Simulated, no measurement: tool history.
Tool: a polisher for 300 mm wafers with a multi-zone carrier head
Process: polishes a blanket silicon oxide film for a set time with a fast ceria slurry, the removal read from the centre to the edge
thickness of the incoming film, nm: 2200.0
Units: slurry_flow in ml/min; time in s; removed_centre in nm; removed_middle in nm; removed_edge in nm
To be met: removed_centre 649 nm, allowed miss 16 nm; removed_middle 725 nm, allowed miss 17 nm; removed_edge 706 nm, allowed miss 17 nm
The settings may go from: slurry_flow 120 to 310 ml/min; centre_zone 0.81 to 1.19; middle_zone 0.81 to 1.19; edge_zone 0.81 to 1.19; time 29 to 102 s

| run | day | slurry_flow | centre_zone | middle_zone | edge_zone | time | removed_centre | removed_middle | removed_edge |
|---|---|---|---|---|---|---|---|---|---|
| 1 | 0 | 200 | 1 | 1 | 1 | 65 | 713.77 | 732.87 | 727.3 |
| 2 | 0.112 | 155 | 1 | 1 | 1 | 65 | 688.91 | 697.96 | 696.88 |
| 3 | 0.446 | 155 | 0.98 | 1.01 | 1 | 65 | 672.33 | 707.58 | 691.25 |
| 4 | 0.821 | 120 | 0.98 | 1.01 | 1 | 65 | 623.93 | 655.45 | 666.82 |
| 5 | 1.1 | 120 | 0.98 | 1.05 | 1 | 65 | 623.71 | 672.1 | 664.09 |
| 6 | 1.192 | 120 | 0.98 | 1.05 | 1.04 | 65 | 619.83 | 672.62 | 680.72 |
| 7 | 1.538 | 130 | 0.98 | 1.06 | 1.04 | 65 | 645.19 | 692.46 | 687.49 |
| 8 | 1.862 | 135 | 0.97 | 1.07 | 1.05 | 65 | 636.61 | 698.89 | 701.53 |

4 next moves are on the table. One of them brings every result within its allowed miss. Which?
| A | 2.188 | 145 | 1.02 | 1.18 | 0.93 | 65 | ? | ? | ? |
| B | 2.188 | 120 | 0.98 | 0.99 | 0.98 | 72 | ? | ? | ? |
| C | 2.188 | 120 | 1 | 1.04 | 1.07 | 66 | ? | ? | ? |
| D | 2.188 | 195 | 0.93 | 1.05 | 1.04 | 63 | ? | ? | ? |

| move | removed_centre | removed_middle | removed_edge |
|---|---|---|---|
| A | 693 | 763.84 | 660.44 |
| B | 700.46 | 726.52 | 726.54 |
| C | 654.21 | 685.2 | 694.89 |
| D | 657.24 | 730.04 | 704.26 |
A: takes the result that was furthest off past its target
B: brings the result that was furthest off to its target, and leaves another outside
C: further off than the last run
D: meets every target
Move D is the one to make.
